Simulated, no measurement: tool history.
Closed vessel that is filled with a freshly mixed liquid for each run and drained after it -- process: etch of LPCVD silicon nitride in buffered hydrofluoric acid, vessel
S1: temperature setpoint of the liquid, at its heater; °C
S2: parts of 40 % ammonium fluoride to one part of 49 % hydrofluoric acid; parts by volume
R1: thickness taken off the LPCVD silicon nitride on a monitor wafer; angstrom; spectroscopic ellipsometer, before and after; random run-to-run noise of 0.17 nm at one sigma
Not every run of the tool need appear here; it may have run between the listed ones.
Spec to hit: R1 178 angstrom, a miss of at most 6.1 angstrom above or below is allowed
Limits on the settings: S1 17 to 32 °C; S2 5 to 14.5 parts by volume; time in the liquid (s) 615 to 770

Run 1, hour 0: S1 25 °C, S2 9 parts by volume, time in the liquid (s) 770. Result: R1 123 angstrom.
Run 2, hour 8.5: S1 23.5 °C, S2 9 parts by volume, time in the liquid (s) 770. Result: R1 115.34 angstrom.
Run 3, hour 16.6: S1 23.5 °C, S2 9 parts by volume, time in the liquid (s) 770. Result: R1 115.37 angstrom.
Run 4, hour 22.9: S1 23.5 °C, S2 9 parts by volume, time in the liquid (s) 770. Result: R1 112.42 angstrom.
Run 5, hour 30.5: S1 26 °C, S2 9 parts by volume, time in the liquid (s) 770. Result: R1 129.42 angstrom.
Run 6, hour 31.9: S1 23 °C, S2 9 parts by volume, time in the liquid (s) 770. Result: R1 109.91 angstrom.
Run 7, hour 34.6: S1 24.5 °C, S2 9 parts by volume, time in the liquid (s) 770. Result: R1 119.8 angstrom.
Run 8, hour 38.2: S1 25.5 °C, S2 9 parts by volume, time in the liquid (s) 770. Result: R1 126.34 angstrom.
Run 9, hour 41.2: S1 26.5 °C, S2 9 parts by volume, time in the liquid (s) 770. Result: R1 135.15 angstrom.
Run 10, hour 42.7: S1 27 °C, S2 9 parts by volume, time in the liquid (s) 770. Result: R1 138.04 angstrom.
Run 11, hour 44.1: S1 31 °C, S2 9 parts by volume, time in the liquid (s) 770. Result: R1 172.73 angstrom.

Pick the move, out of 5, that brings all results within their allowed miss; only one does.
Run A, hour 45.5: S1 32 °C, S2 8.5 parts by volume, time in the liquid (s) 715. Result: R1 ?.
Run B, hour 45.5: S1 29.5 °C, S2 8 parts by volume, time in the liquid (s) 715. Result: R1 ?.
Run C, hour 45.5: S1 31.5 °C, S2 10 parts by volume, time in the liquid (s) 770. Result: R1 ?.
Run D, hour 45.5: S1 32 °C, S2 8.5 parts by volume, time in the liquid (s) 660. Result: R1 ?.
Run E, hour 45.5: S1 31 °C, S2 7.5 parts by volume, time in the liquid (s) 615. Result: R1 ?.

move      R1
   A  174.37
   B  163.44
   C  160.99
   D  160.96
   E  163.03
A: each result inside its tolerance
B: lands further from the targets than the last run did
C: lands further from the targets than the last run did
D: lands further from the targets than the last run did
E: lands further from the targets than the last run did
Answer: A
